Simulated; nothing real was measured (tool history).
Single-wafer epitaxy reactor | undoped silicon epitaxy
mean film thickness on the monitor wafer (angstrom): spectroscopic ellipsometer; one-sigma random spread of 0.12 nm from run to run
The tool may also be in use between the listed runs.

run	hour	wafer temperature setpoint (pyrometer-controlled) (deg C)	deposition time (s)	mean film thickness on the monitor wafer (angstrom)
1	0	635	536	521.08
2	0.9	635	574	558
3	5.1	634	574	544.09
4	7.4	626	574	441.48
5	16.1	627	574	454.01
6	21	620	574	373.79
7	25.5	621	574	385.5
8	28	622	574	396.54

Run 9, settings as shown, results not yet in. Your forecast:
# hour 34.3: pyrometer calibrated
9	34.3	623	574	?

Logged for run 9: mean film thickness on the monitor wafer (angstrom) 473.62.
